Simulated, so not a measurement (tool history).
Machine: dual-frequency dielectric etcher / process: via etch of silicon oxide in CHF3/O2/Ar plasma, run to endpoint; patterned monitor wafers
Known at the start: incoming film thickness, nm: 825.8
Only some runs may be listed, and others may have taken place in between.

| run | hour | source power (W) | bias power (W) | endpoint time (s) |
|---|---|---|---|---|
| 1 | 0.0 | 640 | 161 | 415.46 |
| 2 | 8.3 | 590 | 152 | 449.73 |
| 3 | 14.8 | 680 | 152 | 419.08 |
| 4 | 23.0 | 630 | 149 | 440.70 |
| 5 | 31.2 | 630 | 121 | 478.87 |
| 6 | 33.3 | 630 | 145 | 445.04 |
| 7 | 34.1 | 590 | 143 | 455.86 |
| 8 | 38.4 | 560 | 140 | 467.94 |
| 9 | 46.4 | 560 | 140 | 473.67 |
| 10 | 50.3 | 540 | 139 | 481.07 |
| 11 | 56.3 | 520 | 138 | 489.48 |

For run 12, what comes out?
| 12 | 58.1 | 440 | 131 | ? |

For run 12 the tool returned endpoint time (s) 532.54.
